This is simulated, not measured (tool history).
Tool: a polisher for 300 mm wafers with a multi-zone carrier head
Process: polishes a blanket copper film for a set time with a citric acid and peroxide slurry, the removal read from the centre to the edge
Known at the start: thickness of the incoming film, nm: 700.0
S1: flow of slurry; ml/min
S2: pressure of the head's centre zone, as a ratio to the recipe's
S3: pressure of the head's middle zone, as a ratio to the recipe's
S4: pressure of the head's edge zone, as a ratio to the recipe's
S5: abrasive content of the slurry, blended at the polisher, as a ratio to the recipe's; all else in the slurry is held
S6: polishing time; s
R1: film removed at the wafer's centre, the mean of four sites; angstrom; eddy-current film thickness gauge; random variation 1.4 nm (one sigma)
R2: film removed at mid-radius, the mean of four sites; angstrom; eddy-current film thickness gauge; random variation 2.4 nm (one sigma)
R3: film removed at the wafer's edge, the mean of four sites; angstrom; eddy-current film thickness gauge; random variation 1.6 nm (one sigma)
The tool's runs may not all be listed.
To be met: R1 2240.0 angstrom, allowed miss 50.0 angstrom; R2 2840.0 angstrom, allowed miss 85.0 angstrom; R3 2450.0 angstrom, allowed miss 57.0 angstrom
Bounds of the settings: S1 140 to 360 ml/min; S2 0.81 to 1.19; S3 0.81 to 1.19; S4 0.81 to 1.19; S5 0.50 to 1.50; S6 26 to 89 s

{"run": 1, "hour": 0.0, "S1": 230, "S2": 1.0, "S3": 1.0, "S4": 1.0, "S5": 1.0, "S6": 57, "R1": 1690.8, "R2": 1668.5, "R3": 1652.8}
{"run": 2, "hour": 7.0, "S1": 230, "S2": 1.03, "S3": 1.0, "S4": 1.0, "S5": 1.0, "S6": 57, "R1": 1718.3, "R2": 1677.7, "R3": 1665.8}
{"run": 3, "hour": 14.1, "S1": 230, "S2": 1.03, "S3": 1.0, "S4": 1.0, "S5": 0.9, "S6": 57, "R1": 1671.4, "R2": 1639.6, "R3": 1575.1}
{"run": 4, "hour": 19.1, "S1": 230, "S2": 1.03, "S3": 1.0, "S4": 0.96, "S5": 0.9, "S6": 57, "R1": 1666.3, "R2": 1619.5, "R3": 1554.5}
{"run": 5, "hour": 22.6, "S1": 230, "S2": 1.03, "S3": 1.0, "S4": 1.0, "S5": 0.9, "S6": 57, "R1": 1669.2, "R2": 1615.2, "R3": 1593.7}
{"run": 6, "hour": 26.2, "S1": 250, "S2": 1.0, "S3": 1.06, "S4": 1.01, "S5": 1.1, "S6": 60, "R1": 1854.8, "R2": 1950.8, "R3": 1814.6}
{"run": 7, "hour": 28.3, "S1": 265, "S2": 0.97, "S3": 1.1, "S4": 1.04, "S5": 1.2, "S6": 62, "R1": 1947.5, "R2": 2127.1, "R3": 1953.9}
{"run": 8, "hour": 31.1, "S1": 270, "S2": 0.94, "S3": 1.13, "S4": 1.05, "S5": 1.3, "S6": 64, "R1": 2009.9, "R2": 2279.3, "R3": 2081.8}

4 next moves are on the table. One of them brings every result within its allowed miss. Which?
{"run": "A", "hour": 33.9, "S1": 280, "S2": 0.88, "S3": 1.11, "S4": 1.02, "S5": 1.5, "S6": 73, "R1": "?", "R2": "?", "R3": "?"}
{"run": "B", "hour": 33.9, "S1": 285, "S2": 0.89, "S3": 1.19, "S4": 1.04, "S5": 1.4, "S6": 73, "R1": "?", "R2": "?", "R3": "?"}
{"run": "C", "hour": 33.9, "S1": 300, "S2": 0.81, "S3": 1.14, "S4": 0.97, "S5": 1.45, "S6": 75, "R1": "?", "R2": "?", "R3": "?"}
{"run": "D", "hour": 33.9, "S1": 270, "S2": 0.81, "S3": 1.16, "S4": 0.99, "S5": 1.2, "S6": 79, "R1": "?", "R2": "?", "R3": "?"}

move=A R1=2240.1 R2=2706.8 R3=2436.7
move=B R1=2221.7 R2=2821.0 R3=2410.3
move=C R1=2140.7 R2=2837.2 R3=2432.8
move=D R1=2106.5 R2=2836.6 R3=2424.1
A: nearer than the last run, and not there yet
B: meets every target
C: brings the result that was furthest off to its target, and leaves another outside
D: brings the result that was furthest off to its target, and leaves another outside
The right move is B.
